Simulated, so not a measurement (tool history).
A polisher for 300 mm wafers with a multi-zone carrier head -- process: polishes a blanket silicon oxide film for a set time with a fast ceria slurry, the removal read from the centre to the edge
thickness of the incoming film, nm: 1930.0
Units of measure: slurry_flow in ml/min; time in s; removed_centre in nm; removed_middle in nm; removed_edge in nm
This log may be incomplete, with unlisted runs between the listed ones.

| run | hour | slurry_flow | centre_zone | middle_zone | edge_zone | time | removed_centre | removed_middle | removed_edge |
|---|---|---|---|---|---|---|---|---|---|
| 1 | 0.0 | 245 | 1.00 | 1.00 | 1.00 | 44 | 378.68 | 393.40 | 384.59 |
| 2 | 3.5 | 245 | 1.00 | 1.00 | 0.94 | 44 | 380.34 | 390.10 | 371.83 |
| 3 | 6.3 | 245 | 1.00 | 0.93 | 0.94 | 44 | 378.74 | 369.39 | 368.71 |
| 4 | 13.4 | 250 | 0.98 | 0.98 | 0.98 | 46 | 392.82 | 398.53 | 394.32 |
| 5 | 21.5 | 230 | 0.95 | 1.02 | 1.01 | 48 | 390.32 | 426.57 | 412.88 |
| 6 | 22.8 | 230 | 0.87 | 1.02 | 1.01 | 48 | 360.69 | 433.56 | 423.40 |
| 7 | 24.2 | 245 | 0.87 | 1.05 | 1.04 | 49 | 374.05 | 458.05 | 430.63 |
| 8 | 31.8 | 245 | 0.86 | 1.06 | 1.06 | 50 | 382.16 | 461.12 | 455.92 |
| 9 | 36.7 | 255 | 0.85 | 1.09 | 1.07 | 51 | 379.41 | 486.89 | 465.97 |
| 10 | 40.1 | 260 | 0.86 | 1.11 | 1.08 | 52 | 396.45 | 502.72 | 480.13 |

The next listed run, before its measurement:
| 11 | 45.9 | 270 | 0.86 | 1.13 | 1.09 | 52 | ? | ? | ? |

removed_centre: 399.51 nm
removed_middle: 506.14 nm
removed_edge: 485.11 nm
